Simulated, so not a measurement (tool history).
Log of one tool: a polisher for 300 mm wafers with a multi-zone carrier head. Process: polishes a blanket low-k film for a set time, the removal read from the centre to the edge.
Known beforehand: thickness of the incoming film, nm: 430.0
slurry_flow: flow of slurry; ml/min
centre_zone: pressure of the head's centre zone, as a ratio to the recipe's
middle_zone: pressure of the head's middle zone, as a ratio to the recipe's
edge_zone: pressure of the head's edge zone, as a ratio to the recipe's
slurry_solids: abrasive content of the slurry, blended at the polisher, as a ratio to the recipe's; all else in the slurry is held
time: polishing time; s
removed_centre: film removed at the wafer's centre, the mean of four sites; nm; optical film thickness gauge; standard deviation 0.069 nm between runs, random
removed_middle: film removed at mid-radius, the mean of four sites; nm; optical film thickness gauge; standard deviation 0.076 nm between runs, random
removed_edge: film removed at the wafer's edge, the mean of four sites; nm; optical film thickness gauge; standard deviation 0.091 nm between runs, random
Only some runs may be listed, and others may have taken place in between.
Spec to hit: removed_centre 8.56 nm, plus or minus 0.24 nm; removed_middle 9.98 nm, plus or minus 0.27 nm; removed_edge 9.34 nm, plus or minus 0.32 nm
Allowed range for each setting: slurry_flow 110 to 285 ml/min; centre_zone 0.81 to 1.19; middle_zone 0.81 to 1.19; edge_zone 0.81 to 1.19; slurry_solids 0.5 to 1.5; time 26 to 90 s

run,hour,slurry_flow,centre_zone,middle_zone,edge_zone,slurry_solids,time,removed_centre,removed_middle,removed_edge
1,0,180,1,1,1,1,58,17.887,17.737,17.663
2,3.9,175,0.97,1,0.97,0.9,55,15.782,15.891,15.99
3,8.1,170,0.95,1.02,0.95,0.85,51,13.644,14.346,14.313
4,15.6,170,0.95,1.02,1.03,0.85,51,13.663,14.426,14.932
5,18.1,170,0.95,1.02,1.03,0.85,40,10.904,11.509,11.382
6,25.5,170,0.95,1.05,1.03,0.85,40,10.694,11.529,11.561
7,26.8,125,0.85,0.97,0.93,0.65,40,8.1653,8.971,9.4733
8,31.5,135,0.85,0.98,0.91,0.65,40,8.1959,9.2961,9.2853
9,35.4,140,0.85,0.98,0.91,0.65,40,8.4742,9.3665,9.3473
10,44.4,145,0.85,0.99,0.91,0.65,40,8.3919,9.4267,9.4654
11,50.5,150,0.85,1,0.9,0.65,40,8.3469,9.5931,9.3408

Exercise: of the 4 proposed moves below, exactly one satisfies all targets within the stated allowed misses. Which move is it?
A,56.6,175,0.82,1.07,0.93,0.6,40,?,?,?
B,56.6,130,0.84,1.07,0.9,0.75,38,?,?,?
C,56.6,140,0.81,1,0.91,0.55,43,?,?,?
D,56.6,110,0.88,1.06,0.84,0.85,38,?,?,?

move,removed_centre,removed_middle,removed_edge
A,8.0954,10.075,9.3244
B,8.1764,10.041,9.3329
C,7.8487,9.4448,9.2342
D,8.5895,10.114,9.3517
A: the furthest-off result lands on target, but another misses its tolerance
B: the furthest-off result lands on target, but another misses its tolerance
C: lands further from the targets than the last run did
D: every result lands within tolerance
Move D is the one to make.
